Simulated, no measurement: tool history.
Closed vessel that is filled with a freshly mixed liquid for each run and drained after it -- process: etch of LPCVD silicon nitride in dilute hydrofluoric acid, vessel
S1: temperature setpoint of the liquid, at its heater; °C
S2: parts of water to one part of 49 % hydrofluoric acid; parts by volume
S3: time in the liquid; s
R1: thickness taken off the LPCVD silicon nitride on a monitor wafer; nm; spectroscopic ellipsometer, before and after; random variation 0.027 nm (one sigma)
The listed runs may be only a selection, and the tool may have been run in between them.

Run 1, hour 0.0: S1 22.0 °C, S2 290 parts by volume, S3 2670 s. Result: R1 4.0396 nm.
Run 2, hour 2.6: S1 20.5 °C, S2 295 parts by volume, S3 2670 s. Result: R1 3.6036 nm.
Run 3, hour 5.4: S1 20.5 °C, S2 295 parts by volume, S3 2670 s. Result: R1 3.5646 nm.
Run 4, hour 14.2: S1 19.5 °C, S2 295 parts by volume, S3 2670 s. Result: R1 3.3600 nm.
Run 5, hour 22.1: S1 19.5 °C, S2 205 parts by volume, S3 2670 s. Result: R1 4.7544 nm.
Run 6, hour 24.5: S1 19.5 °C, S2 205 parts by volume, S3 2875 s. Result: R1 5.1221 nm.
Run 7, hour 31.8: S1 19.0 °C, S2 245 parts by volume, S3 2870 s. Result: R1 4.1390 nm.
Run 8, hour 39.7: S1 18.5 °C, S2 265 parts by volume, S3 2865 s. Result: R1 3.6797 nm.
Run 9, hour 43.2: S1 18.0 °C, S2 275 parts by volume, S3 2865 s. Result: R1 3.5085 nm.
Run 10, hour 50.9: S1 17.5 °C, S2 285 parts by volume, S3 2865 s. Result: R1 3.2583 nm.
Run 11, hour 54.9: S1 17.5 °C, S2 295 parts by volume, S3 2865 s. Result: R1 3.1396 nm.
Run 12, hour 59.3: S1 17.5 °C, S2 300 parts by volume, S3 2865 s. Result: R1 3.1422 nm.
Run 13, hour 60.7: S1 17.5 °C, S2 305 parts by volume, S3 2865 s. Result: R1 3.0303 nm.

Expected results for the next run?
Run 14, hour 66.8: S1 17.5 °C, S2 310 parts by volume, S3 2865 s. Result: R1 ?.

{"run 14": {"R1": 3.0646}}
